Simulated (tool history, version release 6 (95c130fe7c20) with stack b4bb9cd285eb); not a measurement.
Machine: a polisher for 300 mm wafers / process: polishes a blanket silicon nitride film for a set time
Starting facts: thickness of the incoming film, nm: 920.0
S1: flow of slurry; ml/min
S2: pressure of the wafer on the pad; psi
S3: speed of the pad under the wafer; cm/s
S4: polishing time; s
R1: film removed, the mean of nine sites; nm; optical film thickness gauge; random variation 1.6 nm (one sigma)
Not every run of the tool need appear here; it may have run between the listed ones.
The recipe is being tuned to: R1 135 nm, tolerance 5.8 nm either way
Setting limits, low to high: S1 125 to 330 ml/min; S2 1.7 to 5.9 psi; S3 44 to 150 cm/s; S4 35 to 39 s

Run 1, day 0: S1 210 ml/min, S2 3.8 psi, S3 96 cm/s, S4 39 s. Result: R1 77.001 nm.
Run 2, day 0.275: S1 210 ml/min, S2 4.1 psi, S3 96 cm/s, S4 39 s. Result: R1 84.044 nm.
Run 3, day 0.383: S1 245 ml/min, S2 4.1 psi, S3 96 cm/s, S4 39 s. Result: R1 84.268 nm.
Run 4, day 0.571: S1 245 ml/min, S2 4.1 psi, S3 96 cm/s, S4 39 s. Result: R1 85.073 nm.
Run 5, day 0.862: S1 205 ml/min, S2 4.1 psi, S3 96 cm/s, S4 39 s. Result: R1 81.807 nm.
Run 6, day 1.167: S1 210 ml/min, S2 4.4 psi, S3 96 cm/s, S4 39 s. Result: R1 91.344 nm.
Run 7, day 1.467: S1 210 ml/min, S2 4.6 psi, S3 96 cm/s, S4 39 s. Result: R1 91.924 nm.
Run 8, day 1.8: S1 210 ml/min, S2 4.8 psi, S3 98 cm/s, S4 39 s. Result: R1 97.199 nm.
Run 9, day 2.021: S1 210 ml/min, S2 5 psi, S3 100 cm/s, S4 39 s. Result: R1 103.03 nm.
Run 10, day 2.321: S1 210 ml/min, S2 5.1 psi, S3 102 cm/s, S4 39 s. Result: R1 105.92 nm.

Which of these 4 next moves meets every target?
Run A, day 2.621: S1 275 ml/min, S2 5.9 psi, S3 106 cm/s, S4 36 s. Result: R1 ?.
Run B, day 2.621: S1 225 ml/min, S2 5.7 psi, S3 102 cm/s, S4 39 s. Result: R1 ?.
Run C, day 2.621: S1 215 ml/min, S2 5.9 psi, S3 120 cm/s, S4 38 s. Result: R1 ?.
Run D, day 2.621: S1 240 ml/min, S2 5.1 psi, S3 126 cm/s, S4 38 s. Result: R1 ?.

move      R1
   A  121.56
   B  121.97
   C   137.1
   D  124.18
A: nearer the targets than the last run, but a result is still out of spec
B: nearer the targets than the last run, but a result is still out of spec
C: hits every target within its allowed miss
D: nearer the targets than the last run, but a result is still out of spec
Go with C: it meets all targets.

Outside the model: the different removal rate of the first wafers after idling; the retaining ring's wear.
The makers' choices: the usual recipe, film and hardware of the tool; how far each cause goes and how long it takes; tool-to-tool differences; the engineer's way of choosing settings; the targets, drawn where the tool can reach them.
